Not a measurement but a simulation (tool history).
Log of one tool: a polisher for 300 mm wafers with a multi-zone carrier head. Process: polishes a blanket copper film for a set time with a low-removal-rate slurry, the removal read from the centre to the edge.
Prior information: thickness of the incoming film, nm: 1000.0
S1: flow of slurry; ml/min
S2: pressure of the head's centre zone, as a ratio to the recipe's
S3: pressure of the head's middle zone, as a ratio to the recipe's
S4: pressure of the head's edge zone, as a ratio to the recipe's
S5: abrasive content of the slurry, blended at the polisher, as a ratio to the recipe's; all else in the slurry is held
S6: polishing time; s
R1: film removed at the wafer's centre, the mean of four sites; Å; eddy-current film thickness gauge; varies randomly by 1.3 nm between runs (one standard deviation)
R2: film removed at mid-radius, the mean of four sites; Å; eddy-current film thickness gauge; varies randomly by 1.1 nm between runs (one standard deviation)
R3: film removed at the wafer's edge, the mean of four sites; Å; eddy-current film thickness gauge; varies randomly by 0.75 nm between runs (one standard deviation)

run 1 hour=0.0 | S1=275 S2=1.00 S3=1.00 S4=1.00 S5=1.00 S6=34 | R1=738.66 R2=766.45 R3=763.30
run 2 hour=7.5 | S1=275 S2=1.00 S3=1.00 S4=1.00 S5=1.00 S6=41 | R1=907.37 R2=938.45 R3=920.77
run 3 hour=11.1 | S1=275 S2=1.03 S3=1.00 S4=1.00 S5=1.00 S6=41 | R1=960.86 R2=923.46 R3=923.01
run 4 hour=15.4 | S1=275 S2=1.03 S3=1.00 S4=1.00 S5=1.20 S6=41 | R1=996.06 R2=985.61 R3=971.51
run 5 hour=18.4 | S1=270 S2=1.03 S3=1.00 S4=0.98 S5=1.20 S6=41 | R1=984.98 R2=969.22 R3=955.69
run 6 hour=19.1 | S1=265 S2=1.03 S3=1.01 S4=0.96 S5=1.20 S6=41 | R1=983.81 R2=965.47 R3=947.39
run 7 hour=26.5 | S1=265 S2=1.03 S3=1.02 S4=0.94 S5=1.20 S6=41 | R1=971.23 R2=1000.80 R3=949.71
run 8 hour=34.0 | S1=265 S2=1.03 S3=1.02 S4=0.93 S5=1.15 S6=41 | R1=969.67 R2=963.59 R3=930.30

Forecast run 9:
run 9 hour=42.6 | S1=265 S2=1.03 S3=1.03 S4=0.92 S5=1.15 S6=41 | R1=? R2=? R3=?

{"run 9": {"R1": 985.45, "R2": 979.6, "R3": 918.78}}
